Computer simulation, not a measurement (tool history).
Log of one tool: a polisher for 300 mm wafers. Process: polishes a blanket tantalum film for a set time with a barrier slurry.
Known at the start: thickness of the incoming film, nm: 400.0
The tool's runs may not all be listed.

run,hour,flow of slurry (ml/min),pressure of the wafer on the pad (kPa),speed of the pad under the wafer (cm/s),abrasive content of the slurry,polishing time (s),film removed (nm)
1,0.0,170,14.5,86,1.00,52,75.197
2,0.8,170,14.5,86,1.15,52,77.843
3,8.1,170,13.1,86,1.15,52,70.341
4,13.7,185,13.1,86,1.15,52,70.284
5,21.8,185,13.1,106,1.15,52,87.885
6,27.8,155,13.1,106,1.15,52,86.442

Forecast run 7:
7,29.6,155,11.7,104,1.15,52,?

Run 7 gave film removed (nm) 76.269.
